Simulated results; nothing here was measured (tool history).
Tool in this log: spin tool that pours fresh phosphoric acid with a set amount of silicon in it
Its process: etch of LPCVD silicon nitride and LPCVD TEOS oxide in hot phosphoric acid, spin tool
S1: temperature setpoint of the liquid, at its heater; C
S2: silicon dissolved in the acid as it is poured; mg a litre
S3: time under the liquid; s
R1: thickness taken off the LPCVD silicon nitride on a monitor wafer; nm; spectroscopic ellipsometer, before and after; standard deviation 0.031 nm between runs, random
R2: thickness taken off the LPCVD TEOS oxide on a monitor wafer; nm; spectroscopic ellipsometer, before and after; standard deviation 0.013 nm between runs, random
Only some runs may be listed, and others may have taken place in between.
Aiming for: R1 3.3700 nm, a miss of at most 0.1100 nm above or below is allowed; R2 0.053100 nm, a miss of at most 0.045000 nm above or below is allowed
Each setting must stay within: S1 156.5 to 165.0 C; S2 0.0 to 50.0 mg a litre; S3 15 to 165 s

run	day	S1	S2	S3	R1	R2
1	0.000	160.0	22.0	85	6.4578	0.132650
2	0.175	159.5	23.5	70	5.2717	0.126120
3	0.246	159.5	16.0	70	5.2284	0.140240
4	0.275	159.0	22.0	60	4.4201	0.126590
5	0.317	158.5	30.0	55	3.9221	0.071782
6	0.525	158.0	31.0	55	3.8716	0.052555
7	0.750	157.5	24.5	45	3.0950	0.047685
8	0.842	157.5	26.0	45	3.1189	0.058164
9	0.946	157.5	28.0	45	3.1680	0.056681
10	1.046	157.5	28.0	45	3.1874	0.054392
11	1.142	157.5	29.5	45	3.1464	0.041552
12	1.425	158.0	29.5	45	3.2436	0.046055
13	1.750	158.0	29.5	45	3.1940	0.052664
14	1.796	158.0	30.5	45	3.2112	0.055534
15	1.962	158.0	31.5	45	3.1827	0.073413
16	2.150	158.5	44.5	50	3.5952	0.028055
17	2.454	158.5	40.5	50	3.6702	0.034215
18	2.658	158.0	37.0	50	3.5370	0.056357
19	3.017	158.0	37.5	50	3.5554	0.050404
20	3.346	157.5	36.5	50	3.5027	0.049650
21	3.717	157.5	36.0	50	3.5390	0.050989

5 candidate next runs follow, results not yet known. Just one meets every target within its allowed miss. Identify it.
A	4.088	159.5	32.5	50	?	?
B	4.088	157.5	31.0	45	?	?
C	4.088	157.0	32.5	55	?	?
D	4.088	157.0	26.0	45	?	?
E	4.088	156.5	26.0	50	?	?

move	R1	R2
A	3.7608	0.079740
B	3.1633	0.065938
C	3.8011	0.072772
D	3.1100	0.076741
E	3.3971	0.082120
A: its largest miss is bigger than the last run's
B: takes the biggest miss from the last run beyond its target
C: its largest miss is bigger than the last run's
D: takes the biggest miss from the last run beyond its target
E: all results in spec
Correct choice: E, which meets every target
